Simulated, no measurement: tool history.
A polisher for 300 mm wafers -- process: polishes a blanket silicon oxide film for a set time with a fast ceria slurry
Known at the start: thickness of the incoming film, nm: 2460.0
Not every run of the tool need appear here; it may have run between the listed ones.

| run | hour | flow of slurry (ml/min) | pressure of the wafer on the pad (psi) | speed of the pad under the wafer (m/s) | polishing time (s) | film removed (angstrom) |
|---|---|---|---|---|---|---|
| 1 | 0 | 170 | 2.9 | 0.94 | 42 | 6780.4 |
| 2 | 5.3 | 170 | 2.9 | 1.06 | 42 | 7561.8 |
| 3 | 8.8 | 170 | 2.9 | 0.88 | 42 | 6166.5 |
| 4 | 17.3 | 210 | 2.9 | 0.88 | 42 | 6500.5 |
| 5 | 18.2 | 215 | 3.1 | 0.88 | 42 | 6952.3 |
| 6 | 22 | 215 | 3.1 | 0.8 | 42 | 6354.5 |
| 7 | 29.9 | 220 | 3.4 | 0.8 | 42 | 6928 |
| 8 | 30.6 | 225 | 3.6 | 0.8 | 42 | 7379.8 |
| 9 | 36.4 | 225 | 3.7 | 0.8 | 42 | 7522.8 |
| 10 | 38.3 | 230 | 3.8 | 0.8 | 42 | 7842.6 |

For run 11, what comes out?
| 11 | 44.2 | 230 | 3.9 | 0.8 | 42 | ? |

film removed (angstrom): 8030.2
